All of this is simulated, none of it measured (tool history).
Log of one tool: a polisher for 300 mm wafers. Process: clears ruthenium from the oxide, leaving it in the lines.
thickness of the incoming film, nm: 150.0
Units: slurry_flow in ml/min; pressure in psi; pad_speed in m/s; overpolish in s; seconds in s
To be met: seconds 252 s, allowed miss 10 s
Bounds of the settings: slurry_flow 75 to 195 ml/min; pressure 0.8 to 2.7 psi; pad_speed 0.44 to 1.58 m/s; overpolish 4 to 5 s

run  hour  slurry_flow  pressure  pad_speed  overpolish  seconds
  1     0          125       1.7          1           5   185.99
  2   1.6          125       1.6          1           5   200.96
  3   7.7          115       1.4          1           5   225.01
  4  16.1          100       1.4          1           5   235.51
  5  16.9          100       1.4          1           5   229.42
  6  19.4          100       1.6          1           5    201.7
  7  26.8          100       1.4          1           5   238.29
  8  34.1           95       1.4          1           5   233.68

Which of these 5 next moves meets every target?
  A  41.4           85       1.5       0.96           5        ?
  B  41.4          105       1.5       0.92           5        ?
  C  41.4           75       1.7       0.88           4        ?
  D  41.4           95       1.4       0.92           5        ?
  E  41.4           75       1.5       1.08           5        ?

move  seconds
   A   231.46
   B   229.58
   C   225.51
   D   248.58
   E   217.47
A: further off than the last run
B: further off than the last run
C: further off than the last run
D: meets every target
E: further off than the last run
The right move is D.
